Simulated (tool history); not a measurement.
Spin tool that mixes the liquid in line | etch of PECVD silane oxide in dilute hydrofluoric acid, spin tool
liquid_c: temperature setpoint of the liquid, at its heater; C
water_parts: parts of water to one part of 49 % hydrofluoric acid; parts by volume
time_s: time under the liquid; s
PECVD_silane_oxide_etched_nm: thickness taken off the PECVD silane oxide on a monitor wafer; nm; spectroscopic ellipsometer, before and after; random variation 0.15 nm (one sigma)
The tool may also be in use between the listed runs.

| run | hour | liquid_c | water_parts | time_s | PECVD_silane_oxide_etched_nm |
|---|---|---|---|---|---|
| 1 | 0.0 | 25.0 | 235 | 310 | 31.436 |
| 2 | 7.0 | 21.5 | 235 | 310 | 27.540 |
| 3 | 13.7 | 21.5 | 150 | 310 | 47.157 |
| 4 | 16.0 | 21.0 | 150 | 310 | 46.553 |
| 5 | 24.7 | 21.0 | 150 | 330 | 49.507 |
| 6 | 32.8 | 21.0 | 190 | 330 | 37.597 |
| 7 | 38.6 | 21.0 | 190 | 330 | 37.586 |

Forecast run 8:
| 8 | 43.5 | 20.5 | 190 | 330 | ? |

Run 8 gave PECVD_silane_oxide_etched_nm 36.670 nm.
